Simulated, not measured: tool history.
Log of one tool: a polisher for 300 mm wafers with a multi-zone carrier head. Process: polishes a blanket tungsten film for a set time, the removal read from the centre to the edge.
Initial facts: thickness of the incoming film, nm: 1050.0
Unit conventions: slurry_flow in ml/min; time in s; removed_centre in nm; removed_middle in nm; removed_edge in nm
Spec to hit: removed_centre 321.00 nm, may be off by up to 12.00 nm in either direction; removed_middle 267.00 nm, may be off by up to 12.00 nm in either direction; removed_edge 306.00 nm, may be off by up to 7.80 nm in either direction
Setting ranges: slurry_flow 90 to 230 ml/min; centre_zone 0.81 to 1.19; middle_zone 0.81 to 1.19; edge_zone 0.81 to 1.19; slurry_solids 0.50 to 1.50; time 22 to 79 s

run 1 hour=0.0 | slurry_flow=150 centre_zone=1.00 middle_zone=1.00 edge_zone=1.00 slurry_solids=1.00 time=50 | removed_centre=232.81 removed_middle=240.44 removed_edge=238.21
run 2 hour=6.2 | slurry_flow=150 centre_zone=1.00 middle_zone=1.00 edge_zone=1.00 slurry_solids=1.00 time=39 | removed_centre=187.60 removed_middle=186.73 removed_edge=184.87
run 3 hour=13.2 | slurry_flow=125 centre_zone=1.00 middle_zone=1.00 edge_zone=1.00 slurry_solids=1.00 time=39 | removed_centre=180.04 removed_middle=184.63 removed_edge=180.01
run 4 hour=21.6 | slurry_flow=135 centre_zone=1.02 middle_zone=0.99 edge_zone=1.02 slurry_solids=1.05 time=40 | removed_centre=190.81 removed_middle=188.21 removed_edge=191.25
run 5 hour=30.5 | slurry_flow=145 centre_zone=1.04 middle_zone=1.00 edge_zone=1.04 slurry_solids=1.10 time=41 | removed_centre=211.02 removed_middle=200.59 removed_edge=201.67
run 6 hour=31.3 | slurry_flow=145 centre_zone=1.04 middle_zone=1.00 edge_zone=1.04 slurry_solids=1.10 time=52 | removed_centre=262.22 removed_middle=255.57 removed_edge=255.54
run 7 hour=32.7 | slurry_flow=155 centre_zone=1.05 middle_zone=0.99 edge_zone=1.06 slurry_solids=1.10 time=52 | removed_centre=262.65 removed_middle=261.77 removed_edge=263.45
run 8 hour=38.8 | slurry_flow=160 centre_zone=1.07 middle_zone=0.97 edge_zone=1.07 slurry_solids=1.10 time=52 | removed_centre=273.91 removed_middle=249.76 removed_edge=267.05
run 9 hour=43.2 | slurry_flow=165 centre_zone=1.08 middle_zone=0.97 edge_zone=1.08 slurry_solids=1.10 time=52 | removed_centre=284.58 removed_middle=253.16 removed_edge=263.73
run 10 hour=47.1 | slurry_flow=180 centre_zone=1.05 middle_zone=0.87 edge_zone=1.17 slurry_solids=1.35 time=54 | removed_centre=305.52 removed_middle=256.05 removed_edge=306.37

5 next moves are on the table. One of them brings every result within its allowed miss. Which?
run A hour=51.0 | slurry_flow=185 centre_zone=1.17 middle_zone=1.03 edge_zone=1.04 slurry_solids=1.45 time=53 | removed_centre=? removed_middle=? removed_edge=?
run B hour=51.0 | slurry_flow=180 centre_zone=1.11 middle_zone=0.81 edge_zone=1.17 slurry_solids=1.30 time=56 | removed_centre=? removed_middle=? removed_edge=?
run C hour=51.0 | slurry_flow=175 centre_zone=1.05 middle_zone=0.84 edge_zone=1.17 slurry_solids=1.30 time=52 | removed_centre=? removed_middle=? removed_edge=?
run D hour=51.0 | slurry_flow=110 centre_zone=1.00 middle_zone=0.88 edge_zone=1.19 slurry_solids=1.20 time=61 | removed_centre=? removed_middle=? removed_edge=?
run E hour=51.0 | slurry_flow=165 centre_zone=1.12 middle_zone=0.91 edge_zone=1.16 slurry_solids=1.45 time=54 | removed_centre=? removed_middle=? removed_edge=?

move=A removed_centre=341.42 removed_middle=299.57 removed_edge=287.01
move=B removed_centre=330.03 removed_middle=250.56 removed_edge=312.37
move=C removed_centre=288.58 removed_middle=238.82 removed_edge=289.12
move=D removed_centre=290.08 removed_middle=264.51 removed_edge=317.37
move=E removed_centre=326.74 removed_middle=270.74 removed_edge=305.96
A: carries the result that was furthest off beyond its target, to the other side
B: the furthest-off result lands on target, but another misses its tolerance
C: the biggest miss grows against the last run
D: the biggest miss grows against the last run
E: all results land within tolerance of their targets
The right move is E.
